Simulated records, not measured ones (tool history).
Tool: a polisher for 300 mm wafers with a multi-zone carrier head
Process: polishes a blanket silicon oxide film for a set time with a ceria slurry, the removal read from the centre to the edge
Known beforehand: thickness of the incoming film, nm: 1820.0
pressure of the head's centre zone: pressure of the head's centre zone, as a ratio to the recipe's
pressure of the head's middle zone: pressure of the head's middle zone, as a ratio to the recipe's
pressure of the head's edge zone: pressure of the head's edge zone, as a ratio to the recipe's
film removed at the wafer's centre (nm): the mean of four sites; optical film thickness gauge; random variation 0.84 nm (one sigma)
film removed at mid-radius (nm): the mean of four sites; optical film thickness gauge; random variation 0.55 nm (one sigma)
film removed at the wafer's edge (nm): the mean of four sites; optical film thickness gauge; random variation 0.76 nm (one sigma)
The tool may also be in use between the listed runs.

| run | hour | flow of slurry (ml/min) | pressure of the head's centre zone | pressure of the head's middle zone | pressure of the head's edge zone | polishing time (s) | film removed at the wafer's centre (nm) | film removed at mid-radius (nm) | film removed at the wafer's edge (nm) |
|---|---|---|---|---|---|---|---|---|---|
| 1 | 0.0 | 205 | 1.00 | 1.00 | 1.00 | 35 | 98.138 | 97.740 | 95.967 |
| 2 | 7.1 | 200 | 0.99 | 0.99 | 0.99 | 35 | 96.987 | 98.376 | 96.391 |
| 3 | 15.9 | 195 | 0.98 | 0.98 | 0.98 | 35 | 95.725 | 97.334 | 94.836 |
| 4 | 17.2 | 190 | 0.97 | 0.97 | 0.98 | 35 | 95.781 | 96.445 | 95.655 |
| 5 | 23.5 | 190 | 0.96 | 0.96 | 0.98 | 35 | 93.864 | 95.434 | 95.280 |
| 6 | 28.7 | 190 | 0.95 | 0.95 | 0.97 | 35 | 92.375 | 95.444 | 94.035 |
| 7 | 30.5 | 190 | 0.94 | 0.94 | 0.97 | 35 | 91.314 | 94.945 | 96.061 |
| 8 | 33.7 | 185 | 0.94 | 0.93 | 0.96 | 35 | 90.200 | 94.436 | 93.304 |
| 9 | 39.1 | 180 | 0.94 | 0.92 | 0.96 | 35 | 92.229 | 92.244 | 92.455 |
| 10 | 42.1 | 180 | 0.93 | 0.91 | 0.96 | 35 | 90.644 | 90.089 | 94.187 |
| 11 | 47.6 | 175 | 0.92 | 0.90 | 0.95 | 35 | 91.478 | 91.628 | 92.141 |
| 12 | 53.1 | 175 | 0.91 | 0.89 | 0.95 | 35 | 87.847 | 90.194 | 92.893 |
| 13 | 59.9 | 175 | 0.90 | 0.88 | 0.95 | 35 | 87.912 | 88.620 | 93.086 |
| 14 | 66.5 | 175 | 0.89 | 0.87 | 0.94 | 35 | 85.684 | 89.065 | 91.277 |
| 15 | 69.4 | 175 | 0.89 | 0.86 | 0.94 | 35 | 86.925 | 88.200 | 92.793 |

Run 16 is up next; what results do you expect?
| 16 | 75.6 | 170 | 0.88 | 0.86 | 0.94 | 35 | ? | ? | ? |

Run 16 measured film removed at the wafer's centre (nm) 84.601, film removed at mid-radius (nm) 87.733, film removed at the wafer's edge (nm) 91.638.

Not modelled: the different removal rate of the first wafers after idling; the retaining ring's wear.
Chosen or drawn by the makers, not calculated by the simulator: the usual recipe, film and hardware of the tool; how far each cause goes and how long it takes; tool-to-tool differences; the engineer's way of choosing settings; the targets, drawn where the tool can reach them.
